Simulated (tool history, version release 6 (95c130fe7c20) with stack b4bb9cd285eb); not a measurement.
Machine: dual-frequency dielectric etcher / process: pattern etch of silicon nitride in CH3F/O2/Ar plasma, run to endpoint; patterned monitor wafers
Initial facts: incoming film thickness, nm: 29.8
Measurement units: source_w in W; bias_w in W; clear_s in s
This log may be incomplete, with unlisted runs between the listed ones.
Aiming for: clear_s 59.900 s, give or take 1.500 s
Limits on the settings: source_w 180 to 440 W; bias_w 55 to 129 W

run 1 day=0.000 | source_w=310 bias_w=92 | clear_s=45.698
run 2 day=0.242 | source_w=310 bias_w=86 | clear_s=47.244
run 3 day=0.525 | source_w=330 bias_w=86 | clear_s=46.486
run 4 day=0.546 | source_w=320 bias_w=82 | clear_s=47.385
run 5 day=0.733 | source_w=310 bias_w=79 | clear_s=48.969
run 6 day=0.833 | source_w=310 bias_w=69 | clear_s=52.067
run 7 day=1.162 | source_w=300 bias_w=68 | clear_s=53.475
run 8 day=1.508 | source_w=290 bias_w=68 | clear_s=53.991
run 9 day=1.621 | source_w=230 bias_w=60 | clear_s=64.722

Below are 5 possible settings for the next run. Only one of them brings all results inside the allowed miss of their targets. Which is it?
run A day=1.733 | source_w=200 bias_w=58 | clear_s=?
run B day=1.733 | source_w=200 bias_w=59 | clear_s=?
run C day=1.733 | source_w=200 bias_w=83 | clear_s=?
run D day=1.733 | source_w=230 bias_w=62 | clear_s=?
run E day=1.733 | source_w=220 bias_w=65 | clear_s=?

move=A clear_s=70.946
move=B clear_s=70.418
move=C clear_s=60.637
move=D clear_s=63.794
move=E clear_s=64.023
A: misses by more than the last run did
B: misses by more than the last run did
C: meets every target
D: gains on the last run, yet a result remains outside its allowed miss
E: gains on the last run, yet a result remains outside its allowed miss
C is the move that brings every result within its allowed miss.
